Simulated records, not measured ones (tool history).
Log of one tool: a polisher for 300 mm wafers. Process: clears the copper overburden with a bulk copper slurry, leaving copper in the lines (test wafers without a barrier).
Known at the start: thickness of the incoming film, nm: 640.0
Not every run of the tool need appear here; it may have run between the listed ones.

run,day,flow of slurry (ml/min),pressure of the wafer on the pad (psi),speed of the pad under the wafer (m/s),abrasive content of the slurry,overpolish time after the end point (s),time until the end point was called (s),dishing of a wide line in a test structure (nm)
1,0.000,250,1.9,0.96,1.0,27,120.390,67.675
2,0.046,195,1.9,0.96,1.0,27,125.580,66.313
3,0.146,195,1.9,0.86,1.0,27,145.500,61.805
4,0.375,195,1.4,0.86,1.0,27,185.150,50.931
5,0.675,200,1.6,0.86,1.0,26,159.470,54.370
6,1.008,210,1.8,0.86,1.0,26,146.930,58.005
7,1.150,215,2.0,0.86,1.0,26,136.450,63.588
8,1.350,215,2.6,0.98,1.0,17,94.564,62.601

Run 9, settings as shown, results not yet in. Your forecast:
9,1.529,215,2.6,0.98,1.0,18,?,?

{"run 9": {"time until the end point was called (s)": 94.773, "dishing of a wide line in a test structure (nm)": 63.388}}
